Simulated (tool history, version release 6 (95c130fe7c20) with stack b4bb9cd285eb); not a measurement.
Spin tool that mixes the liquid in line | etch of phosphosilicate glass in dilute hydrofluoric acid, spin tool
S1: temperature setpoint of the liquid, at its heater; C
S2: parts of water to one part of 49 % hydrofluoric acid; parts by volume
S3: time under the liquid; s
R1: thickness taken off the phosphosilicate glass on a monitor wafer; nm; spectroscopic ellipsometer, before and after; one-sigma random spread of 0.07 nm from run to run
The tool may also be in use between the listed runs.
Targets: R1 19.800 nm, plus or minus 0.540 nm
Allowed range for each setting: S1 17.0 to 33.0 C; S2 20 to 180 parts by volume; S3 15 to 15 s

run	hour	S1	S2	S3	R1
1	0.0	25.0	100	15	15.443
2	0.7	26.5	100	15	16.371
3	3.5	26.5	100	15	16.360
4	6.0	26.5	70	15	24.367
5	9.2	24.0	70	15	22.010
6	14.2	24.0	70	15	22.011
7	18.4	24.0	70	15	22.018
8	22.5	23.5	70	15	21.570
9	30.6	23.0	70	15	21.060
10	34.3	22.5	70	15	20.736

Exercise: of the 5 proposed moves below, exactly one satisfies all targets within the stated allowed misses. Which move is it?
A	38.0	23.5	75	15	?
B	38.0	19.0	60	15	?
C	38.0	23.0	65	15	?
D	38.0	21.5	65	15	?
E	38.0	22.5	65	15	?

move	R1
A	20.025
B	21.144
C	22.927
D	21.551
E	22.461
A: all results land within tolerance of their targets
B: further off than the last run
C: further off than the last run
D: further off than the last run
E: further off than the last run
Answer: A
